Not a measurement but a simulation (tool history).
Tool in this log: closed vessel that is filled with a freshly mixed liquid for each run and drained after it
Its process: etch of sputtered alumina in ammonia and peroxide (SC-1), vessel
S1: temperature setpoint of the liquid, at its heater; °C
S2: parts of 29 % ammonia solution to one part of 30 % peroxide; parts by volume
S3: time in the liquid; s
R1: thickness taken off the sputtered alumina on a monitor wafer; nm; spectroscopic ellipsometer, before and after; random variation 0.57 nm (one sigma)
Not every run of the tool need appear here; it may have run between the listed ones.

{"run": 1, "hour": 0.0, "S1": 60, "S2": 0.45, "S3": 625, "R1": 56.519}
{"run": 2, "hour": 2.4, "S1": 61.5, "S2": 0.45, "S3": 625, "R1": 61.193}
{"run": 3, "hour": 5.3, "S1": 61.5, "S2": 0.3, "S3": 625, "R1": 58.826}
{"run": 4, "hour": 9.3, "S1": 61.5, "S2": 0.2, "S3": 625, "R1": 56.318}
{"run": 5, "hour": 16.4, "S1": 63, "S2": 0.25, "S3": 625, "R1": 62.028}
{"run": 6, "hour": 19.6, "S1": 63, "S2": 0.25, "S3": 670, "R1": 66.97}
{"run": 7, "hour": 21.1, "S1": 64, "S2": 0.25, "S3": 670, "R1": 69.923}
{"run": 8, "hour": 28.8, "S1": 65, "S2": 0.3, "S3": 670, "R1": 74.662}
{"run": 9, "hour": 32.9, "S1": 66, "S2": 0.3, "S3": 670, "R1": 78.646}
{"run": 10, "hour": 40.7, "S1": 66, "S2": 0.3, "S3": 670, "R1": 78.311}
{"run": 11, "hour": 41.7, "S1": 66.5, "S2": 0.3, "S3": 670, "R1": 80.695}
{"run": 12, "hour": 48.3, "S1": 67, "S2": 0.3, "S3": 670, "R1": 81.835}
{"run": 13, "hour": 51.1, "S1": 67.5, "S2": 0.3, "S3": 670, "R1": 84.915}
{"run": 14, "hour": 55.0, "S1": 68, "S2": 0.3, "S3": 670, "R1": 86.756}
{"run": 15, "hour": 59.8, "S1": 68.5, "S2": 0.3, "S3": 670, "R1": 88.934}
{"run": 16, "hour": 67.4, "S1": 69, "S2": 0.3, "S3": 670, "R1": 91.357}

Run 17 has not been measured yet. What should we expect?
{"run": 17, "hour": 76.3, "S1": 69.5, "S2": 0.3, "S3": 670, "R1": "?"}

R1: 93.927 nm
